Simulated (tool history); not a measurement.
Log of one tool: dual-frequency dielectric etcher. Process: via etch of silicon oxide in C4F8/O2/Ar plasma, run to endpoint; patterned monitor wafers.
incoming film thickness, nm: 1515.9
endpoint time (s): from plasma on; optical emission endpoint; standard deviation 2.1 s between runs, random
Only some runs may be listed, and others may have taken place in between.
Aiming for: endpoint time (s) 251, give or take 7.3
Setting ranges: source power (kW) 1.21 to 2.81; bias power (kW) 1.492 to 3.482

run	hour	source power (kW)	bias power (kW)	endpoint time (s)
1	0	2.01	2.487	300.32
2	1.8	2.01	2.92	279.85
3	4.6	2.1	2.961	267.96
4	5.9	2.14	2.973	267.08
5	14.9	1.8	2.973	289.15
6	20.9	2.07	2.973	271.81
7	23.5	2.13	2.994	266.01
8	26.8	2.17	3.008	266.97

Which single option among these 4 for the next run brings every result within its allowed miss of target? Just one does.
A	30.1	1.92	2.916	?
B	30.1	2.45	3.064	?
C	30.1	1.84	2.845	?
D	30.1	2.08	2.912	?

move	endpoint time (s)
A	279.49
B	248.3
C	287.49
D	271.02
A: its largest miss is bigger than the last run's
B: every result within its allowed miss
C: its largest miss is bigger than the last run's
D: its largest miss is bigger than the last run's
Correct choice: B, which meets every target
